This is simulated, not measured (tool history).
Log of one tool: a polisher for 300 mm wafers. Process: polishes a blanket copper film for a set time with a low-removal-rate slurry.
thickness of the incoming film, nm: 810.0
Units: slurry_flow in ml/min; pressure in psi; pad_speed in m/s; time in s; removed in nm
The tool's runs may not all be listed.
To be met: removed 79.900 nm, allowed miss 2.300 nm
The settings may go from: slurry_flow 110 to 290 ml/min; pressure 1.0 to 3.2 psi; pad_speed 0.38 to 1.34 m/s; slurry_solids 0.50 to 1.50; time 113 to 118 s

run 1 hour=0.0 | slurry_flow=185 pressure=2.1 pad_speed=0.86 slurry_solids=1.00 time=113 | removed=203.070
run 2 hour=3.2 | slurry_flow=180 pressure=1.8 pad_speed=0.78 slurry_solids=1.00 time=113 | removed=159.100
run 3 hour=8.1 | slurry_flow=180 pressure=1.3 pad_speed=0.78 slurry_solids=1.00 time=113 | removed=119.760
run 4 hour=13.5 | slurry_flow=200 pressure=1.3 pad_speed=0.78 slurry_solids=1.00 time=113 | removed=119.710
run 5 hour=16.8 | slurry_flow=200 pressure=1.2 pad_speed=0.72 slurry_solids=1.00 time=113 | removed=103.730
run 6 hour=24.7 | slurry_flow=200 pressure=1.0 pad_speed=0.72 slurry_solids=1.00 time=113 | removed=87.396
run 7 hour=29.4 | slurry_flow=175 pressure=1.0 pad_speed=0.64 slurry_solids=1.00 time=113 | removed=76.126
run 8 hour=30.1 | slurry_flow=180 pressure=1.0 pad_speed=0.64 slurry_solids=1.00 time=113 | removed=76.263
run 9 hour=32.5 | slurry_flow=195 pressure=1.1 pad_speed=0.64 slurry_solids=1.00 time=113 | removed=84.331
run 10 hour=39.5 | slurry_flow=190 pressure=1.1 pad_speed=0.64 slurry_solids=1.00 time=113 | removed=84.463
run 11 hour=42.6 | slurry_flow=185 pressure=1.1 pad_speed=0.64 slurry_solids=1.00 time=113 | removed=84.277

Which of these 4 next moves meets every target?
run A hour=45.7 | slurry_flow=160 pressure=1.2 pad_speed=0.58 slurry_solids=1.10 time=118 | removed=?
run B hour=45.7 | slurry_flow=205 pressure=1.0 pad_speed=0.64 slurry_solids=1.10 time=113 | removed=?
run C hour=45.7 | slurry_flow=145 pressure=1.1 pad_speed=0.56 slurry_solids=1.00 time=117 | removed=?
run D hour=45.7 | slurry_flow=165 pressure=1.0 pad_speed=0.70 slurry_solids=1.05 time=117 | removed=?

move=A removed=85.722
move=B removed=79.049
move=C removed=72.454
move=D removed=85.174
A: further off than the last run
B: meets every target
C: takes the result that was furthest off past its target
D: further off than the last run
Move B is the one to make.
